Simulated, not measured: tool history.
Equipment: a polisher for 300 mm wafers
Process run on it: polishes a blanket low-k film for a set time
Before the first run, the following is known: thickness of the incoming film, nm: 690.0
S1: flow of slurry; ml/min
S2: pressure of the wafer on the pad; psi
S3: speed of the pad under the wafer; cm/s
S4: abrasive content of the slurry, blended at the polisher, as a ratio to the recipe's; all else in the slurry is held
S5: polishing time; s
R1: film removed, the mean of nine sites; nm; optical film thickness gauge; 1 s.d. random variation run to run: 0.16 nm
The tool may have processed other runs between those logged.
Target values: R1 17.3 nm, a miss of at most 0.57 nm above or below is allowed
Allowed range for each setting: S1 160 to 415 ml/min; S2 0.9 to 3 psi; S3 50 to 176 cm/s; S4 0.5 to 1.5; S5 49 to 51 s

run  hour   S1   S2   S3   S4  S5      R1
  1     0  265  1.9  112    1  49  20.303
  2   3.2  265  1.9  112    1  49   20.64
  3   5.4  265  1.9  126    1  49   22.61
  4   8.6  265  1.6  126    1  49  19.468
  5  12.1  265  1.6  126  1.1  49  20.444
  6  13.4  295  1.6  126  1.1  49  20.507
  7  18.6  295  1.5  126  1.1  49  19.616
  8  21.4  295  1.5  126  1.1  49  19.709
  9  27.6  290  1.4  126  1.1  49  18.546
 10  31.6  290  1.4  126  1.1  49  18.539

Below are 5 possible settings for the next run. Only one of them brings all results inside the allowed miss of their targets. Which is it?
  A  35.6  300  1.3  114   1.1  49   ?
  B  35.6  330    1  164  1.15  49   ?
  C  35.6  225  1.5  116  1.05  49   ?
  D  35.6  305  1.4  116   1.2  51   ?
  E  35.6  210  1.3  116  1.15  49   ?

move      R1
   A  16.274
   B  18.491
   C  17.477
   D  18.833
   E  16.106
A: moves the result that the last run missed by most past its target, out the other side
B: about the same distance from the targets as the last run
C: all results land within tolerance of their targets
D: further off than the last run
E: moves the result that the last run missed by most past its target, out the other side
So the answer is move C, the one that meets all the targets.

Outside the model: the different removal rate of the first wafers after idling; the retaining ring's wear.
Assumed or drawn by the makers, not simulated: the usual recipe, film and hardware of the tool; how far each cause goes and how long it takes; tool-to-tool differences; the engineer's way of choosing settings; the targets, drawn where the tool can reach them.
